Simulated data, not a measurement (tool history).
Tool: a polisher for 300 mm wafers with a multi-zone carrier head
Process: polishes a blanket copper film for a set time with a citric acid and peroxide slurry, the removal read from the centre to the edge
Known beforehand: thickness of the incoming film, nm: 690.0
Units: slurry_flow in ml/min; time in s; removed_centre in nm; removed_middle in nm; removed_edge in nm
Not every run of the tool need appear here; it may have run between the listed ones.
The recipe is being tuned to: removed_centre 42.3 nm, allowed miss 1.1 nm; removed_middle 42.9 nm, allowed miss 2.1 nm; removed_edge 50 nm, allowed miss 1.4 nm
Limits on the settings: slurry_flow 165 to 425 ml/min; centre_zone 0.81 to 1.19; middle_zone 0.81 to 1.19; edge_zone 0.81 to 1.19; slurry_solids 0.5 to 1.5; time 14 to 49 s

| run | hour | slurry_flow | centre_zone | middle_zone | edge_zone | slurry_solids | time | removed_centre | removed_middle | removed_edge |
|---|---|---|---|---|---|---|---|---|---|---|
| 1 | 0 | 275 | 1 | 1 | 1 | 1 | 31 | 73.866 | 76.578 | 73.827 |
| 2 | 1.3 | 260 | 0.96 | 0.95 | 1 | 0.85 | 29 | 63.856 | 66.304 | 67.931 |
| 3 | 8.4 | 250 | 0.94 | 0.91 | 0.99 | 0.75 | 27 | 56.29 | 58.219 | 61.327 |
| 4 | 14.9 | 250 | 0.94 | 0.91 | 0.99 | 0.75 | 21 | 43.977 | 45.174 | 46.487 |
| 5 | 18.9 | 245 | 0.93 | 0.89 | 1.02 | 0.75 | 21 | 43.558 | 44.312 | 47.494 |
| 6 | 20 | 295 | 0.93 | 0.89 | 1.02 | 0.75 | 21 | 44.635 | 45.627 | 48.707 |
| 7 | 25.2 | 285 | 0.92 | 0.87 | 1.03 | 0.75 | 21 | 43.508 | 44.393 | 48.651 |
| 8 | 31 | 285 | 0.91 | 0.86 | 1.04 | 0.75 | 21 | 43.834 | 42.933 | 49.467 |
| 9 | 38.1 | 265 | 0.87 | 0.87 | 1.06 | 0.75 | 21 | 40.649 | 42.373 | 48.931 |

Which of these 5 next moves meets every target?
| A | 45.2 | 235 | 0.81 | 0.9 | 1.11 | 0.85 | 22 | ? | ? | ? |
| B | 45.2 | 225 | 0.81 | 0.89 | 1.01 | 0.5 | 23 | ? | ? | ? |
| C | 45.2 | 260 | 0.89 | 0.85 | 1.09 | 1.1 | 20 | ? | ? | ? |
| D | 45.2 | 265 | 0.87 | 0.9 | 1.06 | 0.6 | 21 | ? | ? | ? |
| E | 45.2 | 190 | 0.81 | 0.81 | 1.13 | 0.6 | 24 | ? | ? | ? |

| move | removed_centre | removed_middle | removed_edge |
|---|---|---|---|
| A | 39.962 | 46.608 | 53.404 |
| B | 38.276 | 44.272 | 48.929 |
| C | 42.377 | 42.805 | 50.832 |
| D | 39.505 | 42.783 | 47.725 |
| E | 39.711 | 42.672 | 54.345 |
A: moves away from the targets compared with the last run
B: moves away from the targets compared with the last run
C: all results in spec
D: moves away from the targets compared with the last run
E: moves away from the targets compared with the last run
Move C is the one to make.

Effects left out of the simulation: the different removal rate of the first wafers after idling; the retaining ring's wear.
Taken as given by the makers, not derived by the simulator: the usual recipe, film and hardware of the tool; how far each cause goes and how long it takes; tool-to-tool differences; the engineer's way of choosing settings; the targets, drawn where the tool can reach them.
